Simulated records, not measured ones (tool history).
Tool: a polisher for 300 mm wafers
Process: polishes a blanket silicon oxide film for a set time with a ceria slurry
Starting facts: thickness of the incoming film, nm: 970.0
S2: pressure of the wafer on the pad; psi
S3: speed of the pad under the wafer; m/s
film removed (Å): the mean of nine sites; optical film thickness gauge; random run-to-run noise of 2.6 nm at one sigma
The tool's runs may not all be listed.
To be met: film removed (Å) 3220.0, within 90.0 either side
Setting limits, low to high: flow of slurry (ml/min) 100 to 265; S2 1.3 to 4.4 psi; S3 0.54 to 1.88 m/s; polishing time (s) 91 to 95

run 1 hour=0.0 | flow_of_slurry_(ml/min)=170 S2=2.8 S3=1.20 polishing_time_(s)=91 | film_removed_(Å)=4532.6
run 2 hour=1.3 | flow_of_slurry_(ml/min)=170 S2=2.1 S3=1.20 polishing_time_(s)=91 | film_removed_(Å)=3520.5
run 3 hour=2.7 | flow_of_slurry_(ml/min)=170 S2=2.1 S3=1.20 polishing_time_(s)=95 | film_removed_(Å)=3655.2
run 4 hour=3.4 | flow_of_slurry_(ml/min)=170 S2=2.1 S3=1.20 polishing_time_(s)=95 | film_removed_(Å)=3602.7
run 5 hour=6.4 | flow_of_slurry_(ml/min)=165 S2=2.0 S3=1.20 polishing_time_(s)=95 | film_removed_(Å)=3548.9
run 6 hour=9.7 | flow_of_slurry_(ml/min)=165 S2=1.9 S3=1.20 polishing_time_(s)=95 | film_removed_(Å)=3378.8
-- hour=16.4 head pressure recalibrated
run 7 hour=16.4 | flow_of_slurry_(ml/min)=160 S2=1.9 S3=1.20 polishing_time_(s)=95 | film_removed_(Å)=3091.9
run 8 hour=22.3 | flow_of_slurry_(ml/min)=165 S2=1.9 S3=1.20 polishing_time_(s)=95 | film_removed_(Å)=3071.8
run 9 hour=25.9 | flow_of_slurry_(ml/min)=165 S2=1.9 S3=1.20 polishing_time_(s)=95 | film_removed_(Å)=3069.7

Exactly one of the 5 candidate moves below puts every result within its allowed miss. Which one?
run A hour=29.5 | flow_of_slurry_(ml/min)=155 S2=1.6 S3=1.26 polishing_time_(s)=91 | film_removed_(Å)=?
run B hour=29.5 | flow_of_slurry_(ml/min)=175 S2=2.3 S3=1.06 polishing_time_(s)=95 | film_removed_(Å)=?
run C hour=29.5 | flow_of_slurry_(ml/min)=165 S2=2.0 S3=1.30 polishing_time_(s)=95 | film_removed_(Å)=?
run D hour=29.5 | flow_of_slurry_(ml/min)=190 S2=1.6 S3=1.24 polishing_time_(s)=95 | film_removed_(Å)=?
run E hour=29.5 | flow_of_slurry_(ml/min)=200 S2=2.0 S3=1.06 polishing_time_(s)=95 | film_removed_(Å)=?

move=A film_removed_(Å)=2719.5
move=B film_removed_(Å)=3253.1
move=C film_removed_(Å)=3514.8
move=D film_removed_(Å)=2849.1
move=E film_removed_(Å)=2935.7
A: moves away from the targets compared with the last run
B: in spec on every target
C: carries the result that was furthest off beyond its target, to the other side
D: moves away from the targets compared with the last run
E: moves away from the targets compared with the last run
Answer: B
